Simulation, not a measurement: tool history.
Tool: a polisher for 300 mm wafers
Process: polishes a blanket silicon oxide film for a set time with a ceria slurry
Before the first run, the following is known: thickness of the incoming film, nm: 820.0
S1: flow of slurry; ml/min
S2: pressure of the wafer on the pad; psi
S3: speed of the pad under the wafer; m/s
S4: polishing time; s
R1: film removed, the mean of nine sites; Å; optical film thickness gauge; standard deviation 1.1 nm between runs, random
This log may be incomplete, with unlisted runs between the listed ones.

run    day   S1   S2    S3  S4      R1
  1  0.000  260  4.2  1.04  48  2383.1
  2  0.029  260  4.2  0.94  48  2139.7
  3  0.312  260  3.5  0.94  48  1827.2
  4  0.625  260  3.5  1.06  48  2038.3
  5  0.708  260  2.9  1.04  48  1658.1
  6  0.854  260  2.9  0.94  48  1509.3
  7  1.192  260  2.8  0.94  48  1448.6

Forecast run 8:
  8  1.379  260  2.7  0.94  48   ?

For run 8 the tool returned R1 1419.9 Å.
